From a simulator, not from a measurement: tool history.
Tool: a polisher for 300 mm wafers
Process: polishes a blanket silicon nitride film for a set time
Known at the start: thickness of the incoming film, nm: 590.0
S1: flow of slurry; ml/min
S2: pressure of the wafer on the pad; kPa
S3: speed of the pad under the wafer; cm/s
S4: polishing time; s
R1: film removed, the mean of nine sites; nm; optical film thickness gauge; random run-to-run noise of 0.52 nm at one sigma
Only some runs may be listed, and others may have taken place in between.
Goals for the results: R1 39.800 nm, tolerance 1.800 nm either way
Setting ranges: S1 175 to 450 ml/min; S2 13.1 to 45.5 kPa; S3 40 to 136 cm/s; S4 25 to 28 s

run 1 hour=0.0 | S1=290 S2=29.0 S3=88 S4=28 | R1=58.804
run 2 hour=1.2 | S1=290 S2=23.4 S3=88 S4=28 | R1=49.723
run 3 hour=5.9 | S1=340 S2=23.4 S3=88 S4=28 | R1=49.309
run 4 hour=7.3 | S1=340 S2=23.4 S3=96 S4=28 | R1=54.069
run 5 hour=14.7 | S1=340 S2=20.7 S3=96 S4=28 | R1=47.813
run 6 hour=17.2 | S1=380 S2=20.7 S3=96 S4=28 | R1=48.754
run 7 hour=22.4 | S1=380 S2=20.7 S3=96 S4=28 | R1=48.409
run 8 hour=25.1 | S1=380 S2=19.3 S3=96 S4=28 | R1=46.131
run 9 hour=30.3 | S1=380 S2=17.9 S3=96 S4=28 | R1=42.775
run 10 hour=37.9 | S1=380 S2=17.9 S3=96 S4=28 | R1=41.942

Consider the 5 candidate settings below. Which is the only one whose results all fall within their allowed miss of target?
run A hour=45.5 | S1=415 S2=22.1 S3=68 S4=28 | R1=?
run B hour=45.5 | S1=450 S2=24.1 S3=68 S4=28 | R1=?
run C hour=45.5 | S1=415 S2=24.1 S3=74 S4=28 | R1=?
run D hour=45.5 | S1=365 S2=18.6 S3=96 S4=28 | R1=?
run E hour=45.5 | S1=280 S2=17.9 S3=102 S4=28 | R1=?

move=A R1=39.369
move=B R1=43.092
move=C R1=45.812
move=D R1=43.811
move=E R1=43.184
A: each result inside its tolerance
B: moves away from the targets compared with the last run
C: moves away from the targets compared with the last run
D: moves away from the targets compared with the last run
E: moves away from the targets compared with the last run
Move A is the one to make.

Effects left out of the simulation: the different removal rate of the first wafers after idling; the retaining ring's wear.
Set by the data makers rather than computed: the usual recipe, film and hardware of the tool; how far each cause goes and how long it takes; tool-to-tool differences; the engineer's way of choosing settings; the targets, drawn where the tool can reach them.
